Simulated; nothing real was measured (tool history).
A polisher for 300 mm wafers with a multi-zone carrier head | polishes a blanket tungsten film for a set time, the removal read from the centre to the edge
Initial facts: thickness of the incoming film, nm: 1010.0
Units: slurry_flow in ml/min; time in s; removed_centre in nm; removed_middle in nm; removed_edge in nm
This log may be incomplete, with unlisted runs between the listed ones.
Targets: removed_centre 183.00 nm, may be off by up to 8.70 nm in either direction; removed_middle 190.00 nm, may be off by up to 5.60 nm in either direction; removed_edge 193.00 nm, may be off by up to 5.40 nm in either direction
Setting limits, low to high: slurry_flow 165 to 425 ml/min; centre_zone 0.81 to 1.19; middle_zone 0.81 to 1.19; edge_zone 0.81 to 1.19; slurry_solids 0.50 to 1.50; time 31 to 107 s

run,hour,slurry_flow,centre_zone,middle_zone,edge_zone,slurry_solids,time,removed_centre,removed_middle,removed_edge
1,0.0,275,1.00,1.00,1.00,1.00,69,295.42,288.86,288.02
2,1.5,270,0.97,0.98,0.97,0.85,65,252.90,260.40,258.88
3,10.2,270,0.97,0.92,0.97,0.85,65,259.24,247.00,257.37
4,14.3,265,0.95,0.90,0.94,0.75,62,231.34,224.06,234.41
5,21.5,265,0.95,0.90,0.94,0.75,74,280.95,271.66,281.28
6,25.1,260,0.93,0.89,0.91,0.70,70,250.95,251.01,260.37
7,32.8,260,0.93,0.89,0.89,0.65,66,231.59,231.31,239.09
8,36.3,240,0.88,0.88,0.81,0.50,55,173.27,176.02,175.60
9,37.5,260,0.88,0.89,0.83,0.50,55,171.98,177.51,181.26
10,38.1,270,0.89,0.90,0.84,0.50,55,176.42,181.35,180.13
11,43.4,270,0.89,0.91,0.86,0.50,55,175.37,181.13,181.51

Pick the move, out of 4, that brings all results within their allowed miss; only one does.
A,48.7,240,0.83,0.95,0.86,0.55,52,?,?,?
B,48.7,315,0.99,0.81,0.94,0.50,55,?,?,?
C,48.7,275,0.87,0.89,0.85,0.65,55,?,?,?
D,48.7,295,0.85,0.86,0.97,0.50,52,?,?,?

move,removed_centre,removed_middle,removed_edge
A,154.47,181.88,177.82
B,196.31,172.39,195.06
C,181.34,194.06,197.33
D,158.15,169.02,185.99
A: lands further from the targets than the last run did
B: corrects the largest miss of the last run, while another result sits out of spec
C: every result lands within tolerance
D: lands further from the targets than the last run did
The right move is C.
